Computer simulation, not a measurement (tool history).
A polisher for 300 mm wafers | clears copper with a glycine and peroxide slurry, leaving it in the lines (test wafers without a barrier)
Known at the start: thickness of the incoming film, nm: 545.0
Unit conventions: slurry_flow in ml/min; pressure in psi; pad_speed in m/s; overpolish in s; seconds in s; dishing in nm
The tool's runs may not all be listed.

{"run": 1, "hour": 0.0, "slurry_flow": 180, "pressure": 1.8, "pad_speed": 1.28, "overpolish": 19, "seconds": 110.08, "dishing": 58.982}
{"run": 2, "hour": 8.9, "slurry_flow": 160, "pressure": 1.5, "pad_speed": 1.48, "overpolish": 15, "seconds": 114.19, "dishing": 50.284}
{"run": 3, "hour": 12.5, "slurry_flow": 205, "pressure": 1.4, "pad_speed": 1.46, "overpolish": 12, "seconds": 117.71, "dishing": 40.276}
{"run": 4, "hour": 19.7, "slurry_flow": 230, "pressure": 1.2, "pad_speed": 1.54, "overpolish": 10, "seconds": 122.66, "dishing": 32.542}
{"run": 5, "hour": 27.6, "slurry_flow": 230, "pressure": 1.2, "pad_speed": 1.54, "overpolish": 6, "seconds": 124.54, "dishing": 21.148}
{"run": 6, "hour": 28.4, "slurry_flow": 230, "pressure": 1.2, "pad_speed": 1.86, "overpolish": 6, "seconds": 108.55, "dishing": 23.792}
{"run": 7, "hour": 31.8, "slurry_flow": 230, "pressure": 1.1, "pad_speed": 1.88, "overpolish": 6, "seconds": 113.14, "dishing": 22.365}
{"run": 8, "hour": 36.9, "slurry_flow": 230, "pressure": 1.1, "pad_speed": 1.88, "overpolish": 6, "seconds": 113.99, "dishing": 21.618}

Run 9 is up next; what results do you expect?
{"run": 9, "hour": 37.9, "slurry_flow": 225, "pressure": 1.1, "pad_speed": 1.88, "overpolish": 6, "seconds": "?", "dishing": "?"}

Run 9 yielded seconds 112.8 s, dishing 22.527 nm.
